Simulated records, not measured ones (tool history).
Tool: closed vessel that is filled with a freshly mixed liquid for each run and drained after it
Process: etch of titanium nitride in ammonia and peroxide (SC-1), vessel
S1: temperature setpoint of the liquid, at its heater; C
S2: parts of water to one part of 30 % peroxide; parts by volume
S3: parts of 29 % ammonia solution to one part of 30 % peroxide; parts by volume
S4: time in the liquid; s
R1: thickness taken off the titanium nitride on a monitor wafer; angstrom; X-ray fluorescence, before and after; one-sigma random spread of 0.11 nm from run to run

run 1 hour=0 | S1=55 S2=18.5 S3=0.65 S4=240 | R1=181.32
run 2 hour=5.9 | S1=54.5 S2=18.5 S3=0.65 S4=240 | R1=175.24
run 3 hour=12.4 | S1=54.5 S2=18.5 S3=0.65 S4=240 | R1=174.56
run 4 hour=14.5 | S1=54.5 S2=18.5 S3=0.75 S4=240 | R1=179.47
run 5 hour=17.6 | S1=54.5 S2=18.5 S3=0.9 S4=240 | R1=187.19
run 6 hour=25.1 | S1=54.5 S2=16.5 S3=0.9 S4=240 | R1=196.44
run 7 hour=32.8 | S1=53.5 S2=16.5 S3=0.9 S4=240 | R1=183.62
run 8 hour=37 | S1=53 S2=16.5 S3=0.9 S4=240 | R1=180.28
run 9 hour=39 | S1=52.5 S2=16.5 S3=0.9 S4=240 | R1=172.21
run 10 hour=43.8 | S1=52 S2=16.5 S3=0.9 S4=240 | R1=168.01
run 11 hour=49.2 | S1=52 S2=16.5 S3=0.9 S4=240 | R1=166.83
run 12 hour=53.8 | S1=51.5 S2=16.5 S3=0.9 S4=240 | R1=160.11

Forecast run 13:
run 13 hour=58.5 | S1=51 S2=16.5 S3=0.9 S4=240 | R1=?

{"run 13": {"R1": 154.97}}
